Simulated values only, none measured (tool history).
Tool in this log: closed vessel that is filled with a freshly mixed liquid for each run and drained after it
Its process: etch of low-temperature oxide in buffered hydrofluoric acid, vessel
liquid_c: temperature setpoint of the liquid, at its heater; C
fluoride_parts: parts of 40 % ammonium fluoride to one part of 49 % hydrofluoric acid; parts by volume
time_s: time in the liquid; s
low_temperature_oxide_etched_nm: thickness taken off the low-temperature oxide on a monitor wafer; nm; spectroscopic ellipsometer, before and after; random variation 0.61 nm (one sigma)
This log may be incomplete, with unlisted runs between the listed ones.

run  hour  liquid_c  fluoride_parts  time_s  low_temperature_oxide_etched_nm
  1     0        20            22.5      85                           59.694
  2     9      21.5            20.5      85                           68.384
  3  16.3      21.5            20.5      95                           77.001
  4  21.4      22.5            18.5      95                           89.564
  5  22.6      23.5              18      95                           97.226
  6  29.3        22              18      95                           89.243
  7  35.6        23            17.5      95                           96.607
  8  42.7        24              17      95                           105.31
  9  49.1        25              17      95                           111.35

Expected results for the next run?
 10  51.8      25.5              17      95                                ?

{"run 10": {"low_temperature_oxide_etched_nm": 114.24}}
